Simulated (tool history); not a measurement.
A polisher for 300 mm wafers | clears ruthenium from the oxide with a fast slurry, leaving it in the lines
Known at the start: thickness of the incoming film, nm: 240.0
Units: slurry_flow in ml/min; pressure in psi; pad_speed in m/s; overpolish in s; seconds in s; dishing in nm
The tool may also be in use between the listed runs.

{"run": 1, "hour": 0.0, "slurry_flow": 210, "pressure": 2.9, "pad_speed": 1.02, "slurry_solids": 1.0, "overpolish": 16, "seconds": 60.896, "dishing": 50.99}
{"run": 2, "hour": 7.1, "slurry_flow": 210, "pressure": 2.9, "pad_speed": 0.88, "slurry_solids": 1.0, "overpolish": 16, "seconds": 69.419, "dishing": 44.66}
{"run": 3, "hour": 10.4, "slurry_flow": 210, "pressure": 2.2, "pad_speed": 0.88, "slurry_solids": 1.0, "overpolish": 16, "seconds": 87.451, "dishing": 36.921}
{"run": 4, "hour": 11.8, "slurry_flow": 210, "pressure": 2.4, "pad_speed": 0.88, "slurry_solids": 1.0, "overpolish": 17, "seconds": 81.592, "dishing": 40.814}
{"run": 5, "hour": 19.8, "slurry_flow": 210, "pressure": 2.6, "pad_speed": 0.88, "slurry_solids": 1.0, "overpolish": 18, "seconds": 76.86, "dishing": 45.307}
{"run": 6, "hour": 21.6, "slurry_flow": 210, "pressure": 2.6, "pad_speed": 0.88, "slurry_solids": 0.9, "overpolish": 18, "seconds": 81.841, "dishing": 43.739}
{"run": 7, "hour": 27.2, "slurry_flow": 210, "pressure": 2.8, "pad_speed": 0.88, "slurry_solids": 0.9, "overpolish": 19, "seconds": 75.726, "dishing": 48.673}
{"run": 8, "hour": 29.7, "slurry_flow": 205, "pressure": 3.6, "pad_speed": 0.9, "slurry_solids": 0.9, "overpolish": 23, "seconds": 60.498, "dishing": 65.025}

Run 9 comes next. What will it give?
{"run": 9, "hour": 36.8, "slurry_flow": 205, "pressure": 3.7, "pad_speed": 0.9, "slurry_solids": 0.9, "overpolish": 23, "seconds": "?", "dishing": "?"}

seconds: 57.994 s
dishing: 68.412 nm

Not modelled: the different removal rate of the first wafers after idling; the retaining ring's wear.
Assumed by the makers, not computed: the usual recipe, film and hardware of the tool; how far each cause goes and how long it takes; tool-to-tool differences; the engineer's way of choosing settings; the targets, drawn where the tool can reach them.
